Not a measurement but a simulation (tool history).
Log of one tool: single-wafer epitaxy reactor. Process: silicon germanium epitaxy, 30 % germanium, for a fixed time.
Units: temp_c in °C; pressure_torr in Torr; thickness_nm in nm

run    day  temp_c  pressure_torr  thickness_nm
  1  0.000     580           26.4        42.825
  2  0.292     583           26.5        45.224
  3  0.429     585           26.6        46.911
  4  0.721     587           26.7        48.715
  5  1.042     587           30.8        50.727
  6  1.300     577           30.8        42.106

Run 7 comes next. What will it give?
  7  1.375     580           31.0             ?

{"run 7": {"thickness_nm": 44.392}}

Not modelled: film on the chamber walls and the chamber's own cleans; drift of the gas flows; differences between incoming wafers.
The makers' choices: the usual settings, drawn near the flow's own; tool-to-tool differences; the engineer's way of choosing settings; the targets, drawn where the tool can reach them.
